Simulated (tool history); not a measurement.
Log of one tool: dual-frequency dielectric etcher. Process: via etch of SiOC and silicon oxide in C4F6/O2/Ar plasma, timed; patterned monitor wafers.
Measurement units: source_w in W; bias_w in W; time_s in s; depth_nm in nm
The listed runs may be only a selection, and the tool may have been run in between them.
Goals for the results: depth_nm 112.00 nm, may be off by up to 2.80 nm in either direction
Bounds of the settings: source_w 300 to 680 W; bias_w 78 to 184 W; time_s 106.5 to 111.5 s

run,hour,source_w,bias_w,time_s,depth_nm
1,0.0,490,131,106.5,125.41
2,5.5,490,120,106.5,122.31
3,11.1,490,130,106.5,126.02
4,18.6,480,129,106.5,123.26
5,20.8,560,129,106.5,129.69
6,26.4,540,126,106.5,127.62
7,33.5,520,123,106.5,124.45
8,34.5,510,121,106.5,124.21
9,36.1,410,105,106.5,108.32

4 next moves are on the table. One of them brings every result within its allowed miss. Which?
A,37.7,390,87,111.5,?
B,37.7,430,114,110.0,?
C,37.7,420,102,108.5,?
D,37.7,380,105,106.5,?

move,depth_nm
A,105.52
B,116.89
C,110.62
D,105.13
A: further off than the last run
B: pushes the last run's worst result past its target
C: hits every target within its allowed miss
D: further off than the last run
Answer: C
